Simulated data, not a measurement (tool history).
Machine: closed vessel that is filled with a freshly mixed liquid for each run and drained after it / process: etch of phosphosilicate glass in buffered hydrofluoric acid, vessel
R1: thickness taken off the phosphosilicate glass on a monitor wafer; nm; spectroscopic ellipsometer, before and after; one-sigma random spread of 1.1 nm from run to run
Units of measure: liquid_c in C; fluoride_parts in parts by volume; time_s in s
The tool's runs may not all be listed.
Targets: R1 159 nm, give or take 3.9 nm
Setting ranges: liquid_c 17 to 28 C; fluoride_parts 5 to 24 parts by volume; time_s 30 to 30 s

run 1 hour=0 | liquid_c=20 fluoride_parts=14.5 time_s=30 | R1=100.27
run 2 hour=8.5 | liquid_c=20 fluoride_parts=11.5 time_s=30 | R1=127.89
run 3 hour=12.5 | liquid_c=22.5 fluoride_parts=11.5 time_s=30 | R1=145.48
run 4 hour=17 | liquid_c=22.5 fluoride_parts=7.5 time_s=30 | R1=219.53
run 5 hour=20.1 | liquid_c=21 fluoride_parts=7.5 time_s=30 | R1=199.57
run 6 hour=27.4 | liquid_c=20 fluoride_parts=7.5 time_s=30 | R1=186.9
run 7 hour=35.9 | liquid_c=19 fluoride_parts=7.5 time_s=30 | R1=176.62
run 8 hour=41.5 | liquid_c=18.5 fluoride_parts=7.5 time_s=30 | R1=171.68
run 9 hour=49.9 | liquid_c=18 fluoride_parts=7.5 time_s=30 | R1=170.85
run 10 hour=53.8 | liquid_c=17 fluoride_parts=8 time_s=30 | R1=149.11
run 11 hour=59.1 | liquid_c=17.5 fluoride_parts=8 time_s=30 | R1=152.63

Which of these 4 next moves meets every target?
run A hour=64.4 | liquid_c=17 fluoride_parts=7.5 time_s=30 | R1=?
run B hour=64.4 | liquid_c=17 fluoride_parts=8 time_s=30 | R1=?
run C hour=64.4 | liquid_c=18 fluoride_parts=8.5 time_s=30 | R1=?
run D hour=64.4 | liquid_c=17.5 fluoride_parts=8.5 time_s=30 | R1=?

move=A R1=159.55
move=B R1=148.79
move=C R1=147.47
move=D R1=143.34
A: hits every target within its allowed miss
B: moves away from the targets compared with the last run
C: moves away from the targets compared with the last run
D: moves away from the targets compared with the last run
Answer: A
